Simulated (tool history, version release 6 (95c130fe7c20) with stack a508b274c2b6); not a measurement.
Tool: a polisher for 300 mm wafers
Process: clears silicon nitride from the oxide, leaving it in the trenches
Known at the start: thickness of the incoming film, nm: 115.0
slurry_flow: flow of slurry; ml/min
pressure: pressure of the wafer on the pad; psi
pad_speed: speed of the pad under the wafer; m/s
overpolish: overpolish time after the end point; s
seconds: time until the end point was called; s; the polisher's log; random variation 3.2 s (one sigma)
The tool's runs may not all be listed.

| run | hour | slurry_flow | pressure | pad_speed | overpolish | seconds |
|---|---|---|---|---|---|---|
| 1 | 0 | 215 | 3 | 0.86 | 33 | 168.7 |
| 2 | 7.1 | 215 | 3 | 0.86 | 36 | 166.44 |
| 3 | 14.3 | 215 | 3 | 0.86 | 36 | 167.66 |
| 4 | 21.5 | 215 | 2.7 | 0.86 | 36 | 185.99 |
| 5 | 24.7 | 215 | 2.5 | 0.86 | 36 | 203.99 |
| 6 | 33.3 | 215 | 2.5 | 0.78 | 36 | 219.3 |
| 7 | 39.5 | 215 | 2.4 | 0.78 | 36 | 226.79 |

Run 8 comes next. What will it give?
| 8 | 42.9 | 215 | 2.3 | 0.78 | 36 | ? |

Run 8 gave seconds 232.68 s.
